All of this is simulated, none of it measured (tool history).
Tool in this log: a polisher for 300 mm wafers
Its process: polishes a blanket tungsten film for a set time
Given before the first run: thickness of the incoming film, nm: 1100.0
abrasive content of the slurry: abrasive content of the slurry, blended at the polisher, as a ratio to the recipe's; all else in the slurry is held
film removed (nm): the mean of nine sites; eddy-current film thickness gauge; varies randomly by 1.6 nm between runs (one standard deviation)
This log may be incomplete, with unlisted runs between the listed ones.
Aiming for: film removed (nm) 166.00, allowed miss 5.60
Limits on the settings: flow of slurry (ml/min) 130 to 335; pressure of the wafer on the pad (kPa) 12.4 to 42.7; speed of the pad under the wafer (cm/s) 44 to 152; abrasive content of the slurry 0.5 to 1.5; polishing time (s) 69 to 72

| run | hour | flow of slurry (ml/min) | pressure of the wafer on the pad (kPa) | speed of the pad under the wafer (cm/s) | abrasive content of the slurry | polishing time (s) | film removed (nm) |
|---|---|---|---|---|---|---|---|
| 1 | 0.0 | 215 | 27.6 | 98 | 1.0 | 69 | 319.08 |
| 2 | 4.6 | 165 | 27.6 | 98 | 1.0 | 69 | 304.16 |
| 3 | 8.4 | 135 | 27.6 | 98 | 1.0 | 69 | 291.76 |
| 4 | 16.6 | 135 | 27.6 | 88 | 1.0 | 69 | 262.90 |
| 5 | 24.6 | 135 | 27.6 | 70 | 1.0 | 69 | 211.53 |
| 6 | 27.4 | 135 | 26.2 | 70 | 1.0 | 69 | 203.57 |
| 7 | 35.0 | 135 | 24.8 | 70 | 1.0 | 69 | 191.22 |
| 8 | 39.9 | 135 | 24.8 | 70 | 1.0 | 69 | 195.60 |
| 9 | 44.5 | 135 | 23.4 | 70 | 1.0 | 69 | 185.29 |
| 10 | 49.4 | 135 | 23.4 | 70 | 1.0 | 69 | 187.47 |
| 11 | 54.1 | 135 | 23.4 | 70 | 1.0 | 69 | 183.98 |
| 12 | 61.6 | 135 | 22.8 | 70 | 1.0 | 69 | 184.08 |
| 13 | 69.1 | 135 | 22.1 | 70 | 1.0 | 69 | 180.04 |
| 14 | 74.3 | 135 | 21.4 | 70 | 1.0 | 69 | 177.02 |
| 15 | 79.3 | 135 | 19.3 | 70 | 1.0 | 69 | 160.43 |

Exercise: of the 4 proposed moves below, exactly one satisfies all targets within the stated allowed misses. Which move is it?
| A | 84.3 | 135 | 20.7 | 64 | 1.0 | 69 | ? |
| B | 84.3 | 135 | 24.1 | 56 | 0.9 | 72 | ? |
| C | 84.3 | 160 | 26.2 | 52 | 1.2 | 69 | ? |
| D | 84.3 | 155 | 15.2 | 74 | 1.0 | 72 | ? |

| move | film removed (nm) |
|---|---|
| A | 154.99 |
| B | 157.06 |
| C | 166.75 |
| D | 151.40 |
A: moves away from the targets compared with the last run
B: moves away from the targets compared with the last run
C: each result inside its tolerance
D: moves away from the targets compared with the last run
So the answer is move C, the one that meets all the targets.
